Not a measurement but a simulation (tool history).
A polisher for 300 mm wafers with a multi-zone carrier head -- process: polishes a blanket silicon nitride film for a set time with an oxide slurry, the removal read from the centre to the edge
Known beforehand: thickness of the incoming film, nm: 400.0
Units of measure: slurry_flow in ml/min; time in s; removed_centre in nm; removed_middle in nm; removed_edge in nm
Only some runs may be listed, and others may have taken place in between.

run  hour  slurry_flow  centre_zone  middle_zone  edge_zone  slurry_solids  time  removed_centre  removed_middle  removed_edge
  1   0.0          245         1.00         1.00       1.00           1.00    50          36.360          32.368        33.119
  2   1.8          250         0.99         1.03       1.02           1.10    51          36.043          35.117        34.222
  3   7.5          250         0.99         1.03       1.04           1.15    53          38.726          36.798        36.863
  4  16.1          250         0.99         1.05       1.05           1.20    54          40.773          38.646        38.565
  5  19.5          250         0.99         1.05       1.05           1.20    60          45.049          42.072        41.851
  6  23.7          255         0.98         1.07       1.07           1.25    60          44.575          43.799        43.010
  7  30.4          260         0.98         1.09       1.08           1.30    60          44.654          44.861        43.972

Run 8 has not been measured yet. What should we expect?
  8  33.3          265         0.98         1.11       1.08           1.35    60               ?               ?             ?

{"run 8": {"removed_centre": 45.622, "removed_middle": 46.326, "removed_edge": 44.661}}
